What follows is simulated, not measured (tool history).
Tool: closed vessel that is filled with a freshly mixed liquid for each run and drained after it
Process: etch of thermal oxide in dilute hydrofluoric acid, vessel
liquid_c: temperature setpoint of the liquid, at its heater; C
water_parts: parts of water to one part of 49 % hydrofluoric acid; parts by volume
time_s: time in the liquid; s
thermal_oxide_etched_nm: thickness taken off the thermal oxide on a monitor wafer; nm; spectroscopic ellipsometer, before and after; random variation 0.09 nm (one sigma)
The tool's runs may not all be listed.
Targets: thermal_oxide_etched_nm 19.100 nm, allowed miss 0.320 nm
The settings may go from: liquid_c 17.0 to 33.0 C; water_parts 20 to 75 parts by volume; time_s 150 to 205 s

run 1 hour=0.0 | liquid_c=25.0 water_parts=45 time_s=205 | thermal_oxide_etched_nm=22.219
run 2 hour=4.2 | liquid_c=24.0 water_parts=45 time_s=205 | thermal_oxide_etched_nm=21.460
run 3 hour=13.6 | liquid_c=24.0 water_parts=35 time_s=205 | thermal_oxide_etched_nm=27.829
run 4 hour=19.7 | liquid_c=22.0 water_parts=35 time_s=205 | thermal_oxide_etched_nm=25.683
run 5 hour=25.8 | liquid_c=20.5 water_parts=35 time_s=205 | thermal_oxide_etched_nm=24.219
run 6 hour=34.1 | liquid_c=18.5 water_parts=35 time_s=205 | thermal_oxide_etched_nm=22.194
run 7 hour=38.8 | liquid_c=18.0 water_parts=35 time_s=205 | thermal_oxide_etched_nm=21.555
run 8 hour=47.8 | liquid_c=17.5 water_parts=35 time_s=205 | thermal_oxide_etched_nm=21.160
run 9 hour=55.8 | liquid_c=17.0 water_parts=40 time_s=205 | thermal_oxide_etched_nm=18.030
run 10 hour=62.5 | liquid_c=17.5 water_parts=40 time_s=205 | thermal_oxide_etched_nm=18.599

4 next moves are on the table. One of them brings every result within its allowed miss. Which?
run A hour=69.2 | liquid_c=18.0 water_parts=35 time_s=190 | thermal_oxide_etched_nm=?
run B hour=69.2 | liquid_c=18.5 water_parts=40 time_s=205 | thermal_oxide_etched_nm=?
run C hour=69.2 | liquid_c=19.0 water_parts=35 time_s=165 | thermal_oxide_etched_nm=?
run D hour=69.2 | liquid_c=19.0 water_parts=40 time_s=190 | thermal_oxide_etched_nm=?

move=A thermal_oxide_etched_nm=20.016
move=B thermal_oxide_etched_nm=19.201
move=C thermal_oxide_etched_nm=18.154
move=D thermal_oxide_etched_nm=18.184
A: takes the result that was furthest off past its target
B: meets every target
C: further off than the last run
D: further off than the last run
The right move is B.
